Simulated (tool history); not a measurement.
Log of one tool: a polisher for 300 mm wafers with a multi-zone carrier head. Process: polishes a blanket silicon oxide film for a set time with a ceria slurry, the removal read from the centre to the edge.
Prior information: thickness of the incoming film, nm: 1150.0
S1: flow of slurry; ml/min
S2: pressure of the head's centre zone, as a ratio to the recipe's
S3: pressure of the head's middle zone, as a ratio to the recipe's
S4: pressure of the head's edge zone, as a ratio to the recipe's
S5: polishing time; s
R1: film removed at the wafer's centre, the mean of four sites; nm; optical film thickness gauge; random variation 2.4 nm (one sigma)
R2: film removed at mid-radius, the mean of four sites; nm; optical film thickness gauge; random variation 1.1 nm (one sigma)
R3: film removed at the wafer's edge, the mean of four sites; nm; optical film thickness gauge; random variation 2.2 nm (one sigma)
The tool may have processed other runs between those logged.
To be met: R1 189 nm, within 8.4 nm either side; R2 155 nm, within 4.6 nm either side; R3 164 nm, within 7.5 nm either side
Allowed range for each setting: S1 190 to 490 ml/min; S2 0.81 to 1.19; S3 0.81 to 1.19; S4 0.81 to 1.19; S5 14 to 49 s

run 1 hour=0 | S1=315 S2=1 S3=1 S4=1 S5=31 | R1=129.65 R2=125.75 R3=131.34
run 2 hour=7.4 | S1=315 S2=0.92 S3=1 S4=1 S5=31 | R1=117.96 R2=125.76 R3=128.04
run 3 hour=11.7 | S1=315 S2=0.92 S3=1.05 S4=1 S5=31 | R1=121.05 R2=131.06 R3=126.96
run 4 hour=14.6 | S1=315 S2=0.92 S3=1.05 S4=1 S5=26 | R1=98.795 R2=109.48 R3=106.62
run 5 hour=18.7 | S1=315 S2=0.92 S3=1.05 S4=0.92 S5=26 | R1=99.964 R2=109.88 R3=103.85
run 6 hour=21.2 | S1=320 S2=0.96 S3=1.05 S4=0.94 S5=28 | R1=112.72 R2=119.29 R3=112.34
run 7 hour=24 | S1=320 S2=0.99 S3=1.04 S4=0.96 S5=29 | R1=118.17 R2=122.76 R3=115.44
run 8 hour=30.8 | S1=315 S2=1.02 S3=1.02 S4=0.97 S5=30 | R1=128.91 R2=123.67 R3=122.04
run 9 hour=36.2 | S1=315 S2=1.04 S3=1.02 S4=0.99 S5=31 | R1=133.25 R2=127.33 R3=127.18
run 10 hour=41.4 | S1=315 S2=1.06 S3=1.01 S4=1 S5=32 | R1=142.37 R2=130.09 R3=129.25
run 11 hour=45.6 | S1=315 S2=1.07 S3=1 S4=1.01 S5=33 | R1=145.46 R2=133.64 R3=136.15
run 12 hour=48 | S1=315 S2=1.09 S3=1 S4=1.02 S5=34 | R1=154.22 R2=137.67 R3=141.41
run 13 hour=49.9 | S1=315 S2=1.1 S3=1 S4=1.03 S5=35 | R1=159.91 R2=142.61 R3=143.27
run 14 hour=55.4 | S1=315 S2=1.11 S3=0.99 S4=1.03 S5=36 | R1=168.27 R2=143.29 R3=148.87
run 15 hour=57.9 | S1=315 S2=1.12 S3=0.99 S4=1.04 S5=36 | R1=169.06 R2=145.11 R3=148.91
run 16 hour=61.3 | S1=315 S2=1.13 S3=0.99 S4=1.05 S5=36 | R1=164.79 R2=143.67 R3=154.73
run 17 hour=68.6 | S1=320 S2=1.14 S3=0.99 S4=1.05 S5=36 | R1=171.26 R2=144.92 R3=153.14
run 18 hour=71.8 | S1=330 S2=1.15 S3=0.99 S4=1.05 S5=36 | R1=174.8 R2=146.29 R3=153.92
run 19 hour=73.3 | S1=340 S2=1.15 S3=0.99 S4=1.05 S5=36 | R1=174.86 R2=144.53 R3=155.06
run 20 hour=79.4 | S1=345 S2=1.16 S3=1 S4=1.05 S5=36 | R1=169.94 R2=147.66 R3=150.05
run 21 hour=81 | S1=340 S2=1.16 S3=1 S4=1.05 S5=36 | R1=174.77 R2=147.64 R3=148.22
run 22 hour=81.8 | S1=340 S2=1.16 S3=1 S4=1.06 S5=36 | R1=175.35 R2=146.9 R3=151.04

Consider the 4 candidate settings below. Which is the only one whose results all fall within their allowed miss of target?
run A hour=82.6 | S1=285 S2=1.18 S3=0.88 S4=1.14 S5=39 | R1=? R2=? R3=?
run B hour=82.6 | S1=370 S2=1.19 S3=1 S4=1.09 S5=38 | R1=? R2=? R3=?
run C hour=82.6 | S1=395 S2=1.17 S3=1.08 S4=1.02 S5=32 | R1=? R2=? R3=?
run D hour=82.6 | S1=355 S2=1.19 S3=1.14 S4=1.03 S5=32 | R1=? R2=? R3=?

move=A R1=191.77 R2=141.38 R3=174.15
move=B R1=192.29 R2=156.01 R3=167.84
move=C R1=159.99 R2=140.85 R3=137.05
move=D R1=161.62 R2=146.53 R3=136.88
A: the biggest miss grows against the last run
B: every result within its allowed miss
C: the biggest miss grows against the last run
D: the biggest miss grows against the last run
Answer: B
